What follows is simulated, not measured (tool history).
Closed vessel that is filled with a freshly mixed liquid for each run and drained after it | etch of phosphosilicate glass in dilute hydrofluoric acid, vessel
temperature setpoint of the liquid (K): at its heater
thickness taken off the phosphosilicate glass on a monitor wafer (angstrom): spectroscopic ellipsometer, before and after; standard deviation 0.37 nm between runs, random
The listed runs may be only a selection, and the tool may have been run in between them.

| run | hour | temperature setpoint of the liquid (K) | parts of water to one part of 49 % hydrofluoric acid (parts by volume) | time in the liquid (s) | thickness taken off the phosphosilicate glass on a monitor wafer (angstrom) |
|---|---|---|---|---|---|
| 1 | 0 | 297.15 | 245 | 240 | 639.33 |
| 2 | 3.6 | 295.65 | 245 | 240 | 599.14 |
| 3 | 6.8 | 297.15 | 245 | 240 | 645.85 |
| 4 | 11.6 | 296.15 | 250 | 240 | 605.29 |
| 5 | 16.8 | 295.15 | 260 | 240 | 554.44 |
| 6 | 22.4 | 294.15 | 265 | 240 | 511.78 |
| 7 | 24 | 293.65 | 270 | 240 | 500.32 |
| 8 | 28.6 | 290.15 | 305 | 240 | 370.96 |
| 9 | 33 | 290.65 | 305 | 240 | 378.17 |

Run 10 is up next; what results do you expect?
| 10 | 40.2 | 290.65 | 305 | 240 | ? |

Run 10 produced thickness taken off the phosphosilicate glass on a monitor wafer (angstrom) 383.68.

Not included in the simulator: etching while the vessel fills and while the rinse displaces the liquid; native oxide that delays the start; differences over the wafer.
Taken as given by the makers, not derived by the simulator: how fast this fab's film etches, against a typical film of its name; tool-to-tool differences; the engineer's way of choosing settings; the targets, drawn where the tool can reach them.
